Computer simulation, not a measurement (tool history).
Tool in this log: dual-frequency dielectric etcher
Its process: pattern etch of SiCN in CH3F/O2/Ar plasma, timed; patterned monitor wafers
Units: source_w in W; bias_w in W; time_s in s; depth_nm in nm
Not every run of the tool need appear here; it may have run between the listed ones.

Run 1, day 0.000: source_w 300 W, bias_w 102 W, time_s 95 s. Result: depth_nm 38.013 nm.
Run 2, day 0.225: source_w 300 W, bias_w 102 W, time_s 95 s. Result: depth_nm 37.856 nm.
Run 3, day 0.588: source_w 300 W, bias_w 102 W, time_s 95 s. Result: depth_nm 37.896 nm.
Run 4, day 0.867: source_w 280 W, bias_w 100 W, time_s 95 s. Result: depth_nm 36.629 nm.
Run 5, day 1.208: source_w 270 W, bias_w 98 W, time_s 95 s. Result: depth_nm 35.852 nm.
Run 6, day 1.467: source_w 260 W, bias_w 97 W, time_s 95 s. Result: depth_nm 35.295 nm.
Run 7, day 1.804: source_w 250 W, bias_w 96 W, time_s 95 s. Result: depth_nm 34.691 nm.

Estimate the outcome of run 8 from the log above:
Run 8, day 2.142: source_w 240 W, bias_w 95 W, time_s 95 s. Result: depth_nm ?.

Run 8 measured depth_nm 34.034 nm.
